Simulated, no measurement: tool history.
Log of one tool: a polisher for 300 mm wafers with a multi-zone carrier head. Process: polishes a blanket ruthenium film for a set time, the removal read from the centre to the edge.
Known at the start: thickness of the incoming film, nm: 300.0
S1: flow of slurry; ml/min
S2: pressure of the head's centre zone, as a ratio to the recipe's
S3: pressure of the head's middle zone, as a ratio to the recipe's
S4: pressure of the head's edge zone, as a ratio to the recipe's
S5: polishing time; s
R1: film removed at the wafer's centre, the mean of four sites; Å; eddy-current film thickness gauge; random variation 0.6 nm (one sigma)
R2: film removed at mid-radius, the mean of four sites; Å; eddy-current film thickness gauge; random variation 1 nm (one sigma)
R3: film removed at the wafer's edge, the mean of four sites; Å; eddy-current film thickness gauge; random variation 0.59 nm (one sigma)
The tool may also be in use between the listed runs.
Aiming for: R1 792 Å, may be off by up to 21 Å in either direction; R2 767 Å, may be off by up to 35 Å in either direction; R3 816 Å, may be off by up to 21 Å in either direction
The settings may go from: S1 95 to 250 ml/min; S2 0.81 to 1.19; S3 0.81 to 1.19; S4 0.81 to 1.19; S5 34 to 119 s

Run 1, day 0: S1 160 ml/min, S2 1, S3 1, S4 1, S5 76 s. Result: R1 688.16 Å, R2 681.9 Å, R3 667.31 Å.
Run 2, day 0.246: S1 160 ml/min, S2 1, S3 0.96, S4 1, S5 76 s. Result: R1 678.44 Å, R2 635.97 Å, R3 660.21 Å.
Run 3, day 0.6: S1 160 ml/min, S2 1, S3 0.89, S4 1, S5 76 s. Result: R1 683.28 Å, R2 610.37 Å, R3 664.24 Å.
Run 4, day 0.662: S1 190 ml/min, S2 1, S3 0.89, S4 1, S5 76 s. Result: R1 707.13 Å, R2 628.27 Å, R3 666.78 Å.
Run 5, day 0.958: S1 190 ml/min, S2 1, S3 0.91, S4 1.03, S5 78 s. Result: R1 720.4 Å, R2 644.36 Å, R3 692.03 Å.
Run 6, day 1.175: S1 190 ml/min, S2 0.96, S3 0.91, S4 1.03, S5 78 s. Result: R1 693.6 Å, R2 653.47 Å, R3 692.44 Å.
Run 7, day 1.412: S1 190 ml/min, S2 0.97, S3 0.93, S4 1.05, S5 80 s. Result: R1 712.06 Å, R2 674.75 Å, R3 721.25 Å.
Run 8, day 1.775: S1 195 ml/min, S2 0.98, S3 0.95, S4 1.07, S5 81 s. Result: R1 742.2 Å, R2 698.31 Å, R3 736.82 Å.
Run 9, day 1.971: S1 230 ml/min, S2 0.95, S3 0.98, S4 1.17, S5 84 s. Result: R1 755.84 Å, R2 767.42 Å, R3 825.93 Å.

Below are 4 possible settings for the next run. Only one of them brings all results inside the allowed miss of their targets. Which is it?
Run A, day 2.167: S1 235 ml/min, S2 0.88, S3 0.88, S4 1.19, S5 89 s. Result: R1 ?, R2 ?, R3 ?.
Run B, day 2.167: S1 215 ml/min, S2 1.07, S3 0.86, S4 1.19, S5 84 s. Result: R1 ?, R2 ?, R3 ?.
Run C, day 2.167: S1 180 ml/min, S2 1.12, S3 0.9, S4 1.09, S5 83 s. Result: R1 ?, R2 ?, R3 ?.
Run D, day 2.167: S1 210 ml/min, S2 0.98, S3 0.99, S4 1.17, S5 86 s. Result: R1 ?, R2 ?, R3 ?.

move      R1      R2      R3
   A  742.29  756.71  861.16
   B  843.32  694.35  806.75
   C  851.08  693.57  749.07
   D  788.42  787.63  815.68
A: the biggest miss grows against the last run
B: pushes the last run's worst result past its target
C: pushes the last run's worst result past its target
D: in spec on every target
Answer: D
